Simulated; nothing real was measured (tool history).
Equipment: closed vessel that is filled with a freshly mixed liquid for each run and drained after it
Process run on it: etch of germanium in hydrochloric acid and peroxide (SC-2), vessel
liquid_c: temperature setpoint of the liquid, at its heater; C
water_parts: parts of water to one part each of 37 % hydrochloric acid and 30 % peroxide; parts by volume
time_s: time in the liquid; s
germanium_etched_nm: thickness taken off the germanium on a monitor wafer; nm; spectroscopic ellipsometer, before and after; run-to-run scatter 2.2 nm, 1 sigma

run,day,liquid_c,water_parts,time_s,germanium_etched_nm
1,0.000,61.0,7.5,85,371.55
2,0.329,61.0,5.5,85,380.07
3,0.521,61.0,8.5,85,366.44
4,0.762,62.5,8.5,85,384.95
5,1.033,62.5,6.5,85,392.83
6,1.192,63.5,6.5,85,403.96
7,1.262,63.5,6.5,85,404.65
# day 1.458: new drum of peroxide connected
8,1.458,63.5,6.5,85,408.00
9,1.708,64.5,6.5,85,420.24
10,1.746,65.5,6.5,85,429.31
11,1.833,66.5,6.5,85,441.21
12,1.921,67.0,6.5,85,450.90
13,2.104,67.5,6.5,85,453.93
14,2.296,68.0,6.5,85,460.88
15,2.621,68.5,6.5,85,467.64
16,2.996,69.0,6.5,85,475.51

Run 17 is up next; what results do you expect?
17,3.192,69.5,6.5,85,?

{"run 17": {"germanium_etched_nm": 481.59}}
